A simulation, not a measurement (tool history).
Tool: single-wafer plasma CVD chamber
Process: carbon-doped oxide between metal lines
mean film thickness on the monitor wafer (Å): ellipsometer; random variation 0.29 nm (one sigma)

run  hour  heater temperature setpoint (deg C)  chamber pressure (Pa)  RF power (kW)  deposition time (s)  mean film thickness on the monitor wafer (Å)
  1     0                                  340                    503           0.42                 21.4                                        915.89
  2   1.2                                  344                    467           0.41                 21.4                                        879.24
  3   7.1                                  344                    467           0.41                 21.4                                        881.07
  4  14.5                                  351                    467           0.41                 21.4                                        870.43
  5  21.3                                  351                    467          0.435                 21.4                                         907.4
  6    24                                  353                    435           0.42                 21.4                                        873.82

The next listed run, before its measurement:
  7  27.3                                  354                    413           0.41                 21.4                                             ?

Run 7 gave mean film thickness on the monitor wafer (Å) 856.28.

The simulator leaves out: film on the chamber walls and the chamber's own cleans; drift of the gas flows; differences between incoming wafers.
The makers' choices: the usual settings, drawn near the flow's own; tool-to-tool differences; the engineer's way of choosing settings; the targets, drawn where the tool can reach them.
